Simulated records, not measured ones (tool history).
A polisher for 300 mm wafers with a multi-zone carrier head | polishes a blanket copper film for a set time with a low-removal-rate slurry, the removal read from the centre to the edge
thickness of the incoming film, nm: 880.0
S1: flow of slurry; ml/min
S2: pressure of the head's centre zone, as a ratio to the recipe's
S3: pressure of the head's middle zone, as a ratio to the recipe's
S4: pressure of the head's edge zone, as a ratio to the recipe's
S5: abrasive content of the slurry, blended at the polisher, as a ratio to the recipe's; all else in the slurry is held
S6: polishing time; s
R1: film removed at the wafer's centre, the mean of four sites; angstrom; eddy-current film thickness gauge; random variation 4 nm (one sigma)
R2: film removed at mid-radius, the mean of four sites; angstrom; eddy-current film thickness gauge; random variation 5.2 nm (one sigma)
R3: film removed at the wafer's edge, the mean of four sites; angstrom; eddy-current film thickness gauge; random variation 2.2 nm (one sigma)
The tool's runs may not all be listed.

run	hour	S1	S2	S3	S4	S5	S6	R1	R2	R3
1	0.0	190	1.00	1.00	1.00	1.00	79	2682.7	2700.9	2561.8
2	4.4	190	1.00	1.00	1.00	0.85	79	2600.0	2700.9	2516.3
3	8.4	190	1.08	1.00	1.00	0.85	79	2826.0	2628.3	2527.1
4	11.1	190	1.06	1.00	1.02	0.90	81	2784.7	2756.2	2622.0
5	15.7	190	1.06	1.00	1.02	0.75	81	2751.6	2686.8	2588.6
6	17.8	190	1.06	1.00	1.02	0.95	81	2905.3	2786.3	2673.2
7	20.6	190	1.06	1.00	1.02	0.95	81	2908.7	2729.0	2637.8
8	29.1	195	1.04	1.00	1.04	1.00	83	2870.8	2847.4	2760.6
9	36.9	200	1.04	1.00	1.06	1.05	84	2979.7	2951.6	2871.8
10	45.1	200	1.04	1.00	1.06	1.05	84	3037.8	2944.7	2886.8
# hour 46.6: edge zone pressure recalibrated
11	46.6	205	1.02	1.00	1.07	1.10	85	3025.0	2964.6	3061.3
12	47.7	210	1.01	1.01	1.08	1.10	85	2975.9	3026.6	3097.6
13	51.0	215	1.01	1.02	1.08	1.10	85	3004.5	3126.6	3124.4
14	51.7	220	1.01	1.02	1.08	1.10	85	3071.6	3053.8	3085.3
15	55.6	225	1.00	1.03	1.09	1.10	85	2971.7	3075.3	3102.6
16	56.7	225	1.00	1.04	1.10	1.15	85	3020.0	3170.3	3150.5
17	63.9	230	1.00	1.04	1.11	1.15	85	3062.8	3184.5	3184.0

Run 18 comes next. What will it give?
18	67.4	235	0.99	1.04	1.12	1.15	85	?	?	?

{"run 18": {"R1": 3023.9, "R2": 3173.4, "R3": 3191.5}}
